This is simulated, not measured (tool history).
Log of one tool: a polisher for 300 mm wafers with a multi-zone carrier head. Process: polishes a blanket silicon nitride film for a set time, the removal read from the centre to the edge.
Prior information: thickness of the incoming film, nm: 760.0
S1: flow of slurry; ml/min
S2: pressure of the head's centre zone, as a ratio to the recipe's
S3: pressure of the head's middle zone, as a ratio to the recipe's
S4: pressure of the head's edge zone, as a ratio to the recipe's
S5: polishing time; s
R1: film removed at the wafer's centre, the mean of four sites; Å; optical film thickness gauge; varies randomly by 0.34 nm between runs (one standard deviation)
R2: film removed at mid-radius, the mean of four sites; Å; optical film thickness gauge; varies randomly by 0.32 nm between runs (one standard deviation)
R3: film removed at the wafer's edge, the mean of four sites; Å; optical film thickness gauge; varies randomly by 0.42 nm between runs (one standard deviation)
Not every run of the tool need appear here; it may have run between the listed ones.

run  hour   S1    S2    S3    S4  S5      R1      R2      R3
  1     0  185     1     1     1  35  461.42  465.33  455.46
  2   1.4  180  0.99  0.98  0.97  32  410.42  412.54  423.18
  3   5.4  215  0.99  0.98  0.97  32  421.93  435.38  416.81
  4    13  225     1  0.95  0.96  29  393.12  371.82  379.07
  5  14.2  240  0.99  0.94  0.94  27   372.6  352.78  351.45
  6  21.2  240  0.98  0.93  0.92  26  345.09  331.55  341.48
  7  29.2  245  0.98  0.93   0.9  25  331.58  327.87  319.81

Run 8 comes next. What will it give?
  8    36  240  0.98  0.92  0.89  25   ?   ?   ?

R1: 338.82 Å
R2: 325.23 Å
R3: 322.9 Å
